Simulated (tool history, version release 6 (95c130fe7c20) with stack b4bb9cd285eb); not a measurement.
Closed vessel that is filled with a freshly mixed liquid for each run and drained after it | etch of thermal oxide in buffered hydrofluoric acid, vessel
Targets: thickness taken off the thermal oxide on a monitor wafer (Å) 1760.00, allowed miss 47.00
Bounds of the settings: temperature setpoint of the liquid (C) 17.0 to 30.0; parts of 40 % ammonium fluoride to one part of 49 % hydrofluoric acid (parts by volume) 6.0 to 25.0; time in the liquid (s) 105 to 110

| run | day | temperature setpoint of the liquid (C) | parts of 40 % ammonium fluoride to one part of 49 % hydrofluoric acid (parts by volume) | time in the liquid (s) | thickness taken off the thermal oxide on a monitor wafer (Å) |
|---|---|---|---|---|---|
| 1 | 0.000 | 22.0 | 15.5 | 105 | 706.14 |
| 2 | 0.121 | 23.5 | 14.0 | 105 | 850.66 |
| 3 | 0.238 | 25.0 | 13.0 | 105 | 1008.00 |
| 4 | 0.446 | 25.0 | 13.0 | 110 | 1025.80 |
| 5 | 0.642 | 25.0 | 13.0 | 105 | 998.70 |
| 6 | 0.742 | 25.0 | 16.5 | 105 | 788.35 |
| 7 | 0.938 | 29.0 | 11.5 | 105 | 1379.70 |
| 8 | 1.233 | 29.0 | 11.0 | 105 | 1462.90 |
| 9 | 1.604 | 29.0 | 11.0 | 105 | 1447.70 |
| 10 | 1.738 | 30.0 | 8.5 | 105 | 1913.70 |
| 11 | 1.900 | 29.5 | 8.5 | 105 | 1838.60 |

Which of these 4 next moves meets every target?
| A | 2.062 | 26.5 | 8.0 | 105 | ? |
| B | 2.062 | 27.0 | 9.0 | 110 | ? |
| C | 2.062 | 28.0 | 9.0 | 105 | ? |
| D | 2.062 | 28.5 | 8.5 | 105 | ? |

| move | thickness taken off the thermal oxide on a monitor wafer (Å) |
|---|---|
| A | 1689.20 |
| B | 1599.70 |
| C | 1610.50 |
| D | 1759.60 |
A: takes the result that was furthest off past its target
B: takes the result that was furthest off past its target
C: takes the result that was furthest off past its target
D: meets every target
Move D is the one to make.
